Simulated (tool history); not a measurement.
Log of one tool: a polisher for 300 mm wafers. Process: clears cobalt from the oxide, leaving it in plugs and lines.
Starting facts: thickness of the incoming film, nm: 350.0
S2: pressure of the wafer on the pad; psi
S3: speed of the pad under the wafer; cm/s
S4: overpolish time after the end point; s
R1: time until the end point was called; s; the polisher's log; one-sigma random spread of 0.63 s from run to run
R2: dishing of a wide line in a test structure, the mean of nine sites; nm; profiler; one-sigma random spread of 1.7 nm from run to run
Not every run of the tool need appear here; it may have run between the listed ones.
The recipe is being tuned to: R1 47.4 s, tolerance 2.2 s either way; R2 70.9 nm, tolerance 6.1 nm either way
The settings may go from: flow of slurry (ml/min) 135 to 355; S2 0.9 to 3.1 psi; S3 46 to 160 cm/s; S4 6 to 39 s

run 1 day=0 | flow_of_slurry_(ml/min)=225 S2=2 S3=102 S4=20 | R1=67.72 R2=58.822
run 2 day=0.162 | flow_of_slurry_(ml/min)=225 S2=2.2 S3=102 S4=20 | R1=63.14 R2=56.708
run 3 day=0.454 | flow_of_slurry_(ml/min)=225 S2=2.6 S3=102 S4=20 | R1=54.482 R2=62.516
run 4 day=0.546 | flow_of_slurry_(ml/min)=225 S2=2.3 S3=102 S4=20 | R1=59.629 R2=57.126
run 5 day=0.833 | flow_of_slurry_(ml/min)=275 S2=2.3 S3=102 S4=20 | R1=58.667 R2=59.909
run 6 day=1.142 | flow_of_slurry_(ml/min)=275 S2=2.4 S3=102 S4=21 | R1=57.478 R2=60.873
run 7 day=1.171 | flow_of_slurry_(ml/min)=275 S2=2.5 S3=102 S4=22 | R1=55.74 R2=66.486
run 8 day=1.358 | flow_of_slurry_(ml/min)=275 S2=2.6 S3=102 S4=22 | R1=52.727 R2=63.953
run 9 day=1.721 | flow_of_slurry_(ml/min)=275 S2=2.7 S3=102 S4=23 | R1=50.777 R2=65.941

Which single option among these 5 for the next run brings every result within its allowed miss of target? Just one does.
run A day=2.083 | flow_of_slurry_(ml/min)=290 S2=2.6 S3=114 S4=25 | R1=? R2=?
run B day=2.083 | flow_of_slurry_(ml/min)=305 S2=2.8 S3=118 S4=17 | R1=? R2=?
run C day=2.083 | flow_of_slurry_(ml/min)=285 S2=2.8 S3=106 S4=17 | R1=? R2=?
run D day=2.083 | flow_of_slurry_(ml/min)=295 S2=2.6 S3=116 S4=18 | R1=? R2=?
run E day=2.083 | flow_of_slurry_(ml/min)=220 S2=2.6 S3=96 S4=21 | R1=? R2=?

move=A R1=47.745 R2=65.751
move=B R1=43.104 R2=60.171
move=C R1=48.155 R2=57.656
move=D R1=46.866 R2=59.609
move=E R1=58.222 R2=58.232
A: every result lands within tolerance
B: pushes the last run's worst result past its target
C: gets the furthest-off result to its target, but another result is out of tolerance
D: gets the furthest-off result to its target, but another result is out of tolerance
E: its largest miss is bigger than the last run's
Go with A: it meets all targets.
